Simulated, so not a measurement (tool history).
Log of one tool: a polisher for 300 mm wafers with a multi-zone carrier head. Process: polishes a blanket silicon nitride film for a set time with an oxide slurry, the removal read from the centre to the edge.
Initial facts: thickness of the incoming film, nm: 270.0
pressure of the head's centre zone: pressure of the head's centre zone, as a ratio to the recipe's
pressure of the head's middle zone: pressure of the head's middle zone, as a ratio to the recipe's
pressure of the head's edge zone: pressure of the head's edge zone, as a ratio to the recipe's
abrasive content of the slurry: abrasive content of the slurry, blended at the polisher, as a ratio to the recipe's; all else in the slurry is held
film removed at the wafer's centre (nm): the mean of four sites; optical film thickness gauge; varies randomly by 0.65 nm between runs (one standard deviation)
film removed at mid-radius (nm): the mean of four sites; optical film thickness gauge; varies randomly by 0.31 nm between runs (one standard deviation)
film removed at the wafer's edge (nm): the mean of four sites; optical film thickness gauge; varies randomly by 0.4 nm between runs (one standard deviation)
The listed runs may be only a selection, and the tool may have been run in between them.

| run | hour | flow of slurry (ml/min) | pressure of the head's centre zone | pressure of the head's middle zone | pressure of the head's edge zone | abrasive content of the slurry | polishing time (s) | film removed at the wafer's centre (nm) | film removed at mid-radius (nm) | film removed at the wafer's edge (nm) |
|---|---|---|---|---|---|---|---|---|---|---|
| 1 | 0.0 | 265 | 1.00 | 1.00 | 1.00 | 1.00 | 74 | 55.840 | 53.317 | 52.171 |
| 2 | 7.6 | 270 | 1.01 | 0.98 | 1.02 | 1.00 | 74 | 55.184 | 52.438 | 52.732 |
| 3 | 12.1 | 270 | 1.08 | 0.98 | 1.02 | 1.00 | 74 | 59.469 | 52.522 | 52.955 |
| 4 | 13.2 | 275 | 1.09 | 0.96 | 1.04 | 1.00 | 74 | 59.704 | 51.180 | 53.271 |
| 5 | 18.1 | 280 | 1.10 | 0.95 | 1.06 | 1.00 | 74 | 61.621 | 51.269 | 53.624 |
| 6 | 25.0 | 280 | 1.10 | 0.95 | 1.06 | 1.00 | 90 | 74.017 | 61.822 | 64.985 |
| 7 | 31.1 | 270 | 1.10 | 0.93 | 1.07 | 1.00 | 90 | 74.366 | 61.613 | 65.045 |
|  | 37.2 | edge zone pressure recalibrated |
| 8 | 37.2 | 290 | 1.10 | 0.92 | 1.08 | 0.95 | 90 | 72.024 | 58.109 | 66.869 |
| 9 | 37.8 | 285 | 1.10 | 0.91 | 1.07 | 0.95 | 90 | 71.394 | 57.233 | 65.846 |
| 10 | 39.0 | 280 | 1.10 | 0.90 | 1.06 | 0.95 | 90 | 72.378 | 57.334 | 65.115 |
| 11 | 43.8 | 275 | 1.10 | 0.89 | 1.06 | 0.95 | 90 | 71.007 | 56.695 | 64.677 |
| 12 | 48.3 | 275 | 1.11 | 0.88 | 1.06 | 0.95 | 90 | 72.004 | 56.359 | 64.465 |

What does the tool deliver on the next run?
| 13 | 54.1 | 275 | 1.11 | 0.88 | 1.06 | 0.95 | 90 | ? | ? | ? |

Run 13 came out at film removed at the wafer's centre (nm) 72.148, film removed at mid-radius (nm) 55.575, film removed at the wafer's edge (nm) 65.543.

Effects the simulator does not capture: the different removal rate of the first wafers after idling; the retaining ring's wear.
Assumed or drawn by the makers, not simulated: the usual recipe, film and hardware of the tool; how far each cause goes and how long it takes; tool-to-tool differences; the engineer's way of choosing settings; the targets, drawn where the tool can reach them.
